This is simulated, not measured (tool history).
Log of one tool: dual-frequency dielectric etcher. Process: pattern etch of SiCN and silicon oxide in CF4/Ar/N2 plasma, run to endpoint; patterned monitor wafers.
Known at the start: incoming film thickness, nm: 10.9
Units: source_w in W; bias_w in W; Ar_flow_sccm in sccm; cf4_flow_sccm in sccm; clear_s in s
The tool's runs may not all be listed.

run,day,source_w,bias_w,Ar_flow_sccm,cf4_flow_sccm,clear_s
1,0.000,370,93,122,75,15.086
2,0.329,350,93,122,75,15.738
3,0.554,330,92,122,75,16.411
4,0.662,320,90,123,75,17.167
5,1.004,310,90,123,75,17.660
6,1.267,310,90,123,62,18.187

The next listed run, before its measurement:
7,1.492,300,90,123,62,?

Run 7 gave clear_s 18.595 s.
